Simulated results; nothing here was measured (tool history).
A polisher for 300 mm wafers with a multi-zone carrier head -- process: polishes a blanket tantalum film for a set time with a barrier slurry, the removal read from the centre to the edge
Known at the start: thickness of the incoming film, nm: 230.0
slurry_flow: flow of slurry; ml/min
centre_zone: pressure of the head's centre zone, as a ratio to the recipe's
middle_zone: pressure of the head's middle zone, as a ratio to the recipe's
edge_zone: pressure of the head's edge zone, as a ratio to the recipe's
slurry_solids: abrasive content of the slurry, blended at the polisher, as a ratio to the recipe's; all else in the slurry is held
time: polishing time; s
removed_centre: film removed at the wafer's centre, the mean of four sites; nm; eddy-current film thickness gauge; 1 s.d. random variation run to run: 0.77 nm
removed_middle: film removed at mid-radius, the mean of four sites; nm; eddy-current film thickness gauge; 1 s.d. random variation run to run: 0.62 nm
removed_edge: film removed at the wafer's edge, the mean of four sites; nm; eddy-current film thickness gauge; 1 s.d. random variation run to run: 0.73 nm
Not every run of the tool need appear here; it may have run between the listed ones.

run	day	slurry_flow	centre_zone	middle_zone	edge_zone	slurry_solids	time	removed_centre	removed_middle	removed_edge
1	0.000	230	1.00	1.00	1.00	1.00	55	90.175	88.705	93.257
2	0.225	230	1.00	0.97	1.00	1.00	55	92.183	86.284	93.663
3	0.471	185	1.00	0.97	1.00	1.00	55	86.466	83.574	91.814
4	0.746	180	0.97	0.96	0.96	0.95	55	82.841	81.148	88.130
5	0.942	175	0.94	0.95	0.93	0.90	55	80.086	79.495	85.251
6	0.967	175	0.94	0.95	0.98	0.90	55	81.417	79.064	88.006
7	1.100	170	0.92	0.95	0.95	0.85	55	78.213	78.709	85.491

Run 8 comes next. What will it give?
8	1.258	165	0.91	0.94	0.93	0.80	55	?	?	?

Run 8 gave removed_centre 76.313 nm, removed_middle 76.003 nm, removed_edge 82.934 nm.
